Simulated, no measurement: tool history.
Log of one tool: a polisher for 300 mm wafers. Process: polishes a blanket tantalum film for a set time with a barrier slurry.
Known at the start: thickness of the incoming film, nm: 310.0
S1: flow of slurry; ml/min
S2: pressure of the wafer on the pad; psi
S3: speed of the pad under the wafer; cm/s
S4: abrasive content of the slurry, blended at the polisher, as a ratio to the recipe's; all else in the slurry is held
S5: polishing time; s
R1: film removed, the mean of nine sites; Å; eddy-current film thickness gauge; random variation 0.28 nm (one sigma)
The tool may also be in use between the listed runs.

{"run": 1, "day": 0.0, "S1": 225, "S2": 2.1, "S3": 78, "S4": 1.0, "S5": 30, "R1": 393.94}
{"run": 2, "day": 0.188, "S1": 260, "S2": 2.1, "S3": 78, "S4": 1.0, "S5": 30, "R1": 396.92}
{"run": 3, "day": 0.242, "S1": 260, "S2": 2.5, "S3": 78, "S4": 1.0, "S5": 30, "R1": 464.88}
{"run": 4, "day": 0.596, "S1": 290, "S2": 2.5, "S3": 78, "S4": 1.0, "S5": 30, "R1": 476.12}
{"run": 5, "day": 0.938, "S1": 290, "S2": 2.8, "S3": 78, "S4": 1.0, "S5": 30, "R1": 524.0}
{"run": 6, "day": 0.992, "S1": 290, "S2": 2.4, "S3": 76, "S4": 1.0, "S5": 30, "R1": 448.85}

Forecast run 7:
{"run": 7, "day": 1.154, "S1": 285, "S2": 2.1, "S3": 76, "S4": 1.0, "S5": 30, "R1": "?"}

{"run 7": {"R1": 390.06}}
